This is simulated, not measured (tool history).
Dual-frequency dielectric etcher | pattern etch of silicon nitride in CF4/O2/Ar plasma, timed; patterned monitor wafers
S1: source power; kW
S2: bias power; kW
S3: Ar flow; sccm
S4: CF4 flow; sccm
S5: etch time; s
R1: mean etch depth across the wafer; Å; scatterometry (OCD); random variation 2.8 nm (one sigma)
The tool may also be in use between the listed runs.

{"run": 1, "day": 0.0, "S1": 0.64, "S2": 0.05, "S3": 85, "S4": 89, "S5": 175.0, "R1": 3802.4}
{"run": 2, "day": 0.225, "S1": 0.64, "S2": 0.05, "S3": 74, "S4": 89, "S5": 175.0, "R1": 3827.0}
{"run": 3, "day": 0.296, "S1": 0.64, "S2": 0.05, "S3": 74, "S4": 89, "S5": 182.5, "R1": 4004.8}
{"run": 4, "day": 0.475, "S1": 0.66, "S2": 0.05, "S3": 74, "S4": 89, "S5": 182.5, "R1": 4081.8}
{"run": 5, "day": 0.558, "S1": 0.68, "S2": 0.05, "S3": 74, "S4": 89, "S5": 182.5, "R1": 4109.4}
{"run": 6, "day": 0.875, "S1": 0.71, "S2": 0.05, "S3": 74, "S4": 89, "S5": 182.5, "R1": 4244.2}

Forecast run 7:
{"run": 7, "day": 1.146, "S1": 0.73, "S2": 0.05, "S3": 74, "S4": 89, "S5": 182.5, "R1": "?"}

R1: 4383.1 Å
